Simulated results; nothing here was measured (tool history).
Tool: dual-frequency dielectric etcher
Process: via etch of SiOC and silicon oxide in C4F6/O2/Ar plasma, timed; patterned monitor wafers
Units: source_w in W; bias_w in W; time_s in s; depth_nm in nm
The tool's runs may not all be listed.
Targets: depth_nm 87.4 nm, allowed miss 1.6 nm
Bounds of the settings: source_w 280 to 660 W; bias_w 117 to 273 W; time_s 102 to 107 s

{"run": 1, "day": 0.0, "source_w": 470, "bias_w": 195, "time_s": 102, "depth_nm": 116.16}
{"run": 2, "day": 0.233, "source_w": 440, "bias_w": 185, "time_s": 102, "depth_nm": 111.07}
{"run": 3, "day": 0.504, "source_w": 420, "bias_w": 177, "time_s": 102, "depth_nm": 107.9}
{"run": 4, "day": 0.533, "source_w": 420, "bias_w": 177, "time_s": 102, "depth_nm": 107.3}
{"run": 5, "day": 0.646, "source_w": 400, "bias_w": 171, "time_s": 102, "depth_nm": 104.56}
{"run": 6, "day": 0.908, "source_w": 380, "bias_w": 165, "time_s": 102, "depth_nm": 101.39}
{"run": 7, "day": 1.192, "source_w": 370, "bias_w": 161, "time_s": 102, "depth_nm": 99.797}
{"run": 8, "day": 1.567, "source_w": 360, "bias_w": 157, "time_s": 102, "depth_nm": 97.421}
{"run": 9, "day": 1.721, "source_w": 280, "bias_w": 133, "time_s": 102, "depth_nm": 84.273}

Which one of the following 5 next-run settings gets every result inside its allowed miss? There is exactly one.
{"run": "A", "day": 1.875, "source_w": 290, "bias_w": 119, "time_s": 105, "depth_nm": "?"}
{"run": "B", "day": 1.875, "source_w": 280, "bias_w": 130, "time_s": 102, "depth_nm": "?"}
{"run": "C", "day": 1.875, "source_w": 280, "bias_w": 136, "time_s": 102, "depth_nm": "?"}
{"run": "D", "day": 1.875, "source_w": 280, "bias_w": 139, "time_s": 107, "depth_nm": "?"}
{"run": "E", "day": 1.875, "source_w": 290, "bias_w": 138, "time_s": 102.5, "depth_nm": "?"}

move=A depth_nm=84.091
move=B depth_nm=83.624
move=C depth_nm=85.122
move=D depth_nm=90.064
move=E depth_nm=87.001
A: further off than the last run
B: further off than the last run
C: closer than the last run, but not yet in spec
D: moves the result that the last run missed by most past its target, out the other side
E: hits every target within its allowed miss
Answer: E
